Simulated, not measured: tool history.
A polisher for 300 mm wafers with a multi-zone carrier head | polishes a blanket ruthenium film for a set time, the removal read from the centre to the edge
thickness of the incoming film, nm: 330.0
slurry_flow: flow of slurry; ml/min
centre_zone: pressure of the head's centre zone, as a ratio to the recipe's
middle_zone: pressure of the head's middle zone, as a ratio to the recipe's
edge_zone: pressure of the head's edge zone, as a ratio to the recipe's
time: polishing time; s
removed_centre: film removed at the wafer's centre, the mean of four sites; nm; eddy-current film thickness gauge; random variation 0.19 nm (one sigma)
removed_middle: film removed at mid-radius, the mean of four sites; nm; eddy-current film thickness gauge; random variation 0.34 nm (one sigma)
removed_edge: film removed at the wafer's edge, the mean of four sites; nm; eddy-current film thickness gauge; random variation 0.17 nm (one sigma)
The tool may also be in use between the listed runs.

{"run": 1, "day": 0.0, "slurry_flow": 230, "centre_zone": 1, "middle_zone": 1, "edge_zone": 1, "time": 41, "removed_centre": 25.154, "removed_middle": 27.154, "removed_edge": 26.472}
{"run": 2, "day": 0.288, "slurry_flow": 260, "centre_zone": 1, "middle_zone": 1, "edge_zone": 1, "time": 41, "removed_centre": 25.956, "removed_middle": 27.611, "removed_edge": 27.034}
{"run": 3, "day": 0.571, "slurry_flow": 310, "centre_zone": 1, "middle_zone": 1, "edge_zone": 1, "time": 41, "removed_centre": 26.743, "removed_middle": 27.664, "removed_edge": 27.229}
{"run": 4, "day": 0.704, "slurry_flow": 310, "centre_zone": 1, "middle_zone": 1, "edge_zone": 1, "time": 46, "removed_centre": 29.975, "removed_middle": 31.005, "removed_edge": 30.674}
{"run": 5, "day": 0.783, "slurry_flow": 310, "centre_zone": 1, "middle_zone": 1, "edge_zone": 1.08, "time": 46, "removed_centre": 30.488, "removed_middle": 30.947, "removed_edge": 32.202}
{"run": 6, "day": 0.975, "slurry_flow": 310, "centre_zone": 1, "middle_zone": 1, "edge_zone": 1.08, "time": 55, "removed_centre": 35.488, "removed_middle": 38.145, "removed_edge": 38.215}
{"run": 7, "day": 1.225, "slurry_flow": 300, "centre_zone": 0.99, "middle_zone": 1, "edge_zone": 1.05, "time": 52, "removed_centre": 33.476, "removed_middle": 34.884, "removed_edge": 34.865}
{"run": 8, "day": 1.4, "slurry_flow": 285, "centre_zone": 0.96, "middle_zone": 0.99, "edge_zone": 1.02, "time": 50, "removed_centre": 31.092, "removed_middle": 33.145, "removed_edge": 33.453}
{"run": 9, "day": 1.462, "slurry_flow": 275, "centre_zone": 0.95, "middle_zone": 0.99, "edge_zone": 1, "time": 48, "removed_centre": 29.103, "removed_middle": 31.6, "removed_edge": 31.455}
{"run": 10, "day": 1.717, "slurry_flow": 270, "centre_zone": 0.94, "middle_zone": 0.99, "edge_zone": 0.98, "time": 46, "removed_centre": 27.602, "removed_middle": 30.233, "removed_edge": 29.787}
{"run": 11, "day": 2.038, "slurry_flow": 265, "centre_zone": 0.93, "middle_zone": 0.99, "edge_zone": 0.96, "time": 44, "removed_centre": 26.192, "removed_middle": 28.008, "removed_edge": 28.384}

The next listed run, before its measurement:
{"day": 2.088, "done": "slurry nozzle cleaned"}
{"run": 12, "day": 2.088, "slurry_flow": 265, "centre_zone": 0.9, "middle_zone": 1.09, "edge_zone": 0.86, "time": 34, "removed_centre": "?", "removed_middle": "?", "removed_edge": "?"}

{"run 12": {"removed_centre": 20.995, "removed_middle": 25.686, "removed_edge": 21.745}}
